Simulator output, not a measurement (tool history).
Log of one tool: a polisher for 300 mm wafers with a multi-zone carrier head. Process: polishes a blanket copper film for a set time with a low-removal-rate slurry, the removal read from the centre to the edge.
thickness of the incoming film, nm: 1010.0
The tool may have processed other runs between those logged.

| run | hour | flow of slurry (ml/min) | pressure of the head's centre zone | pressure of the head's middle zone | pressure of the head's edge zone | abrasive content of the slurry | polishing time (s) | film removed at the wafer's centre (nm) | film removed at mid-radius (nm) | film removed at the wafer's edge (nm) |
|---|---|---|---|---|---|---|---|---|---|---|
| 1 | 0.0 | 160 | 1.00 | 1.00 | 1.00 | 1.00 | 30 | 75.347 | 74.247 | 74.528 |
| 2 | 2.6 | 155 | 1.01 | 1.00 | 0.97 | 0.95 | 30 | 74.579 | 72.589 | 71.205 |
| 3 | 7.0 | 135 | 1.01 | 1.00 | 0.97 | 0.95 | 30 | 72.998 | 71.807 | 73.030 |
| 4 | 9.9 | 135 | 1.01 | 1.05 | 0.97 | 0.95 | 30 | 73.148 | 74.698 | 72.140 |
| 5 | 12.0 | 135 | 1.01 | 1.02 | 0.97 | 0.95 | 30 | 71.284 | 72.486 | 70.605 |
| 6 | 14.4 | 135 | 1.02 | 1.02 | 0.95 | 0.90 | 30 | 72.440 | 72.328 | 70.609 |
| 7 | 19.2 | 135 | 1.02 | 1.02 | 0.95 | 0.90 | 30 | 71.646 | 71.866 | 67.016 |
| 8 | 26.7 | 135 | 1.03 | 1.01 | 0.94 | 0.90 | 30 | 73.240 | 72.668 | 69.413 |
| 9 | 33.6 | 140 | 1.04 | 1.00 | 0.93 | 0.85 | 30 | 71.929 | 69.361 | 66.517 |
| 10 | 39.9 | 140 | 1.05 | 1.00 | 0.92 | 0.85 | 30 | 70.933 | 70.699 | 69.457 |
| 11 | 45.2 | 185 | 1.08 | 1.10 | 1.02 | 0.60 | 26 | 62.397 | 63.559 | 57.674 |
| 12 | 53.4 | 190 | 1.10 | 1.10 | 1.02 | 0.60 | 26 | 66.160 | 64.340 | 59.091 |
| 13 | 55.0 | 195 | 1.11 | 1.10 | 1.02 | 0.60 | 26 | 66.524 | 65.058 | 58.007 |
| 14 | 60.8 | 200 | 1.12 | 1.10 | 1.02 | 0.60 | 26 | 64.572 | 63.908 | 59.549 |
| 15 | 62.3 | 185 | 1.13 | 1.10 | 1.02 | 0.60 | 26 | 66.653 | 63.216 | 58.910 |
| 16 | 65.6 | 185 | 1.14 | 1.10 | 1.01 | 0.60 | 26 | 66.296 | 62.988 | 59.356 |
| 17 | 72.1 | 195 | 1.15 | 1.09 | 0.99 | 0.60 | 26 | 65.590 | 64.326 | 58.877 |
| 18 | 72.7 | 195 | 1.16 | 1.11 | 1.01 | 0.60 | 26 | 67.966 | 64.180 | 56.723 |
| 19 | 81.0 | 195 | 1.16 | 1.11 | 1.02 | 0.60 | 26 | 66.860 | 64.318 | 59.519 |
| 20 | 82.7 | 185 | 1.16 | 1.10 | 1.00 | 0.60 | 26 | 66.773 | 64.014 | 57.082 |
| 21 | 84.2 | 180 | 1.16 | 1.11 | 1.01 | 0.60 | 26 | 66.896 | 64.468 | 58.537 |
| 22 | 90.8 | 190 | 1.16 | 1.11 | 1.01 | 0.60 | 26 | 65.957 | 64.337 | 57.187 |
| 23 | 92.5 | 185 | 1.16 | 1.11 | 1.02 | 0.60 | 26 | 65.864 | 64.087 | 57.775 |

The next listed run, before its measurement:
| 24 | 99.7 | 190 | 1.16 | 1.10 | 1.00 | 0.60 | 26 | ? | ? | ? |

{"run 24": {"film removed at the wafer's centre (nm)": 65.135, "film removed at mid-radius (nm)": 64.497, "film removed at the wafer's edge (nm)": 57.393}}
